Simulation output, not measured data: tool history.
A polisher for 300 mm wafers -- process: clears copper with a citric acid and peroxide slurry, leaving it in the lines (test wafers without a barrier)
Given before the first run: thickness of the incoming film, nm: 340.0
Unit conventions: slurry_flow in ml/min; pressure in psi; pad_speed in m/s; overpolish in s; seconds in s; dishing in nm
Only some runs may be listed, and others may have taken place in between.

run  hour  slurry_flow  pressure  pad_speed  slurry_solids  overpolish  seconds  dishing
  1   0.0          130       3.6       1.22            1.0          18   87.531   38.415
  2   6.5          130       3.6       1.22            1.0          21   86.928   42.452
  3   7.5          130       3.6       1.10            1.0          21   99.236   41.464
  4   9.2          130       3.6       1.10            1.0          15   97.724   30.250
  5  16.5          130       3.6       1.10            0.8          15  101.780   31.149
  6  19.1          130       3.3       1.10            0.8          14  107.310   26.575
  7  24.5          130       3.0       1.08            0.8          15  113.570   26.838
  8  32.8          130       2.7       1.06            0.8          15  126.910   25.315
  9  36.1          130       2.6       1.06            0.8          15  131.840   24.616
 10  39.9          130       2.5       1.06            0.8          15  139.430   25.018

Forecast run 11:
 11  45.0          130       2.5       1.06            0.8          15        ?        ?

seconds: 136.750 s
dishing: 24.723 nm
